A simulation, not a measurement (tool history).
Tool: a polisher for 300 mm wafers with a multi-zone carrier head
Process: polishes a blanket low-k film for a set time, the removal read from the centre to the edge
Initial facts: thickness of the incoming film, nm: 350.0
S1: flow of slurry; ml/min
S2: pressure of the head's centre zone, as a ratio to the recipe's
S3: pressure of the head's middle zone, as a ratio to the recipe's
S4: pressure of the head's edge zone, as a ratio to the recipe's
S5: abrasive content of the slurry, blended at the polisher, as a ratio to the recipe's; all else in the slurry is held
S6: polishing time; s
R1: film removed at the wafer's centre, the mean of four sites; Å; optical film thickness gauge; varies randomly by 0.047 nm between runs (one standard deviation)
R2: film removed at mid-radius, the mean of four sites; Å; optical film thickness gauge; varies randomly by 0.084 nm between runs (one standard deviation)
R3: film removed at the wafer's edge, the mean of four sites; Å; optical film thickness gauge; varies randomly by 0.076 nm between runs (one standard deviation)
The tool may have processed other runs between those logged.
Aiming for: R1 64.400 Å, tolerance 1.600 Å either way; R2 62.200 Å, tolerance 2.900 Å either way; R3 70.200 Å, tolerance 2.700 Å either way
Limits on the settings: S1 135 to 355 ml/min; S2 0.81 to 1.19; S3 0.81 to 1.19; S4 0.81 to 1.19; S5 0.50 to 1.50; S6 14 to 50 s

run	day	S1	S2	S3	S4	S5	S6	R1	R2	R3
1	0.000	225	1.00	1.00	1.00	1.00	32	110.030	111.980	112.030
2	0.229	225	1.00	1.00	0.97	1.00	32	110.620	115.850	112.600
3	0.458	225	0.99	0.98	0.98	0.90	31	100.030	105.610	104.820
4	0.575	225	1.00	0.96	0.99	0.85	30	96.403	95.032	99.050
5	0.854	225	0.99	0.94	0.98	0.80	29	90.105	88.756	90.007
6	1.004	225	0.99	0.94	1.02	0.80	29	90.561	88.775	92.819
7	1.075	220	0.97	0.92	1.02	0.75	29	85.464	83.750	87.925
8	1.388	210	0.95	0.90	1.03	0.70	29	81.207	78.203	87.905
9	1.421	210	0.94	0.89	1.01	0.65	29	77.020	75.271	82.834
10	1.750	205	0.93	0.88	0.99	0.65	29	76.981	73.476	81.312
11	1.988	200	0.91	0.87	0.97	0.65	29	74.052	73.658	81.530

Pick the move, out of 4, that brings all results within their allowed miss; only one does.
A	2.225	200	1.06	0.98	0.87	0.65	33	?	?	?
B	2.225	150	0.94	0.88	1.00	0.50	30	?	?	?
C	2.225	200	0.91	0.81	1.00	0.60	28	?	?	?
D	2.225	145	0.82	0.85	1.04	0.65	27	?	?	?

move	R1	R2	R3
A	92.551	90.743	87.196
B	63.840	61.579	70.229
C	69.134	62.981	75.778
D	61.441	61.888	74.210
A: lands further from the targets than the last run did
B: all results land within tolerance of their targets
C: gains on the last run, yet a result remains outside its allowed miss
D: takes the biggest miss from the last run beyond its target
Correct choice: B, which meets every target
